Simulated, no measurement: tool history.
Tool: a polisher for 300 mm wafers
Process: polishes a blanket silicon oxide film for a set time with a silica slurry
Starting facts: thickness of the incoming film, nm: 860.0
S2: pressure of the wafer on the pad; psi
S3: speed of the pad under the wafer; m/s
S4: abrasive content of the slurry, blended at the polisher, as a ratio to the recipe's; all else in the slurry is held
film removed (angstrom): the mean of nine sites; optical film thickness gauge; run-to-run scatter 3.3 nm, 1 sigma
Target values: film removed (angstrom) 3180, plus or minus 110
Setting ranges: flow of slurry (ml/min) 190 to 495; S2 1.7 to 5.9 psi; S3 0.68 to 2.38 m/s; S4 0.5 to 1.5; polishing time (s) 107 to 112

Run 1, hour 0: flow of slurry (ml/min) 320, S2 3.8 psi, S3 1.52 m/s, S4 1, polishing time (s) 107. Result: film removed (angstrom) 3962.3.
Run 2, hour 1.3: flow of slurry (ml/min) 320, S2 3.7 psi, S3 1.52 m/s, S4 1, polishing time (s) 107. Result: film removed (angstrom) 3939.1.
Run 3, hour 4.3: flow of slurry (ml/min) 320, S2 3.7 psi, S3 1.52 m/s, S4 1.2, polishing time (s) 107. Result: film removed (angstrom) 4348.6.
Run 4, hour 10.7: flow of slurry (ml/min) 320, S2 3.7 psi, S3 1.52 m/s, S4 1.2, polishing time (s) 112. Result: film removed (angstrom) 4550.1.
Run 5, hour 16.3: flow of slurry (ml/min) 320, S2 3.5 psi, S3 1.52 m/s, S4 1.2, polishing time (s) 112. Result: film removed (angstrom) 4287.4.
Run 6, hour 19.5: flow of slurry (ml/min) 320, S2 3.3 psi, S3 1.52 m/s, S4 1.2, polishing time (s) 112. Result: film removed (angstrom) 3975.9.
Run 7, hour 22.4: flow of slurry (ml/min) 320, S2 3.2 psi, S3 1.52 m/s, S4 1.2, polishing time (s) 112. Result: film removed (angstrom) 3951.6.
Run 8, hour 28.5: flow of slurry (ml/min) 320, S2 3.1 psi, S3 1.52 m/s, S4 1.2, polishing time (s) 112. Result: film removed (angstrom) 3833.6.
Run 9, hour 33.9: flow of slurry (ml/min) 320, S2 3.1 psi, S3 1.52 m/s, S4 1.2, polishing time (s) 112. Result: film removed (angstrom) 3824.8.
Run 10, hour 42.3: flow of slurry (ml/min) 320, S2 3 psi, S3 1.52 m/s, S4 1.2, polishing time (s) 112. Result: film removed (angstrom) 3661.1.
Run 11, hour 50.8: flow of slurry (ml/min) 320, S2 2.9 psi, S3 1.52 m/s, S4 1.2, polishing time (s) 112. Result: film removed (angstrom) 3662.2.
Run 12, hour 56.6: flow of slurry (ml/min) 320, S2 2.8 psi, S3 1.52 m/s, S4 1.2, polishing time (s) 112. Result: film removed (angstrom) 3459.7.

Of the 5 settings listed for the next run, only one would bring every result within its allowed miss of target. Which one?
Run A, hour 62.4: flow of slurry (ml/min) 330, S2 2.8 psi, S3 1.7 m/s, S4 1.25, polishing time (s) 112. Result: film removed (angstrom) ?.
Run B, hour 62.4: flow of slurry (ml/min) 330, S2 2.9 psi, S3 1.32 m/s, S4 1.25, polishing time (s) 109. Result: film removed (angstrom) ?.
Run C, hour 62.4: flow of slurry (ml/min) 285, S2 3.5 psi, S3 1.42 m/s, S4 1.1, polishing time (s) 112. Result: film removed (angstrom) ?.
Run D, hour 62.4: flow of slurry (ml/min) 340, S2 3.5 psi, S3 1.26 m/s, S4 1.05, polishing time (s) 112. Result: film removed (angstrom) ?.
Run E, hour 62.4: flow of slurry (ml/min) 285, S2 3 psi, S3 1.48 m/s, S4 1.15, polishing time (s) 111. Result: film removed (angstrom) ?.

move  film removed (angstrom)
   A                     3976
   B                   3268.8
   C                   3939.8
   D                   3526.9
   E                   3567.5
A: the biggest miss grows against the last run
B: every result lands within tolerance
C: the biggest miss grows against the last run
D: the biggest miss grows against the last run
E: the biggest miss grows against the last run
B is the move that brings every result within its allowed miss.
